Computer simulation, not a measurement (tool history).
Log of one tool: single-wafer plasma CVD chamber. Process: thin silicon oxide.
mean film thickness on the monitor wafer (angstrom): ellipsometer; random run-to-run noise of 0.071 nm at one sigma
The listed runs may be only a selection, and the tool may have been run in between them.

run	hour	heater temperature setpoint (deg C)	chamber pressure (Torr)	RF power (W)	deposition time (s)	mean film thickness on the monitor wafer (angstrom)
1	0.0	420	0.809	320	8.0	152.60
2	2.5	420	0.847	320	8.0	159.14
3	10.0	420	0.909	320	8.0	169.70
4	13.8	420	0.931	320	8.0	172.35
# hour 20.5: capacitance manometer re-zeroed and calibrated
5	20.5	420	0.931	295	8.0	177.16
6	23.8	420	0.945	295	8.0	180.40
7	31.7	420	0.956	295	8.0	180.83
8	36.9	420	0.967	295	8.0	184.21

Forecast run 9:
9	41.5	420	0.974	295	8.0	?

mean film thickness on the monitor wafer (angstrom): 184.36
